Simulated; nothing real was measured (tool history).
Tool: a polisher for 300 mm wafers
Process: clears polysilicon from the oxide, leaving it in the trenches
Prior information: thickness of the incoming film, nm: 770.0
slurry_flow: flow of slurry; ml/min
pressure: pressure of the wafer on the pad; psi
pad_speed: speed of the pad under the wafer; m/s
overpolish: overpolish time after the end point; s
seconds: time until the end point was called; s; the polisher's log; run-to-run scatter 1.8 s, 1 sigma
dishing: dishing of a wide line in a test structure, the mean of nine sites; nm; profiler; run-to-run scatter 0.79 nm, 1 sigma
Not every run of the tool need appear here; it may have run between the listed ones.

run,day,slurry_flow,pressure,pad_speed,overpolish,seconds,dishing
1,0.000,240,2.3,1.10,14,60.143,42.287
2,0.062,240,2.3,1.34,14,49.714,41.288
3,0.175,240,2.3,1.12,14,59.172,41.979
4,0.346,240,2.7,1.12,14,52.041,42.013
5,0.512,235,2.4,1.12,12,57.705,40.613
6,0.646,235,2.1,1.12,12,61.336,41.206
7,0.904,230,1.9,1.08,11,65.910,40.922
8,1.062,225,1.3,0.86,5,101.950,25.225
9,1.162,225,1.3,0.86,7,102.250,31.628
10,1.475,225,1.3,0.88,8,103.070,33.825
11,1.842,225,1.3,0.90,8,97.706,34.826
12,1.888,225,1.3,0.92,8,97.922,35.090

Expected results for the next run?
13,1.967,225,1.3,0.94,8,?,?

Run 13 measured seconds 95.365 s, dishing 34.926 nm.
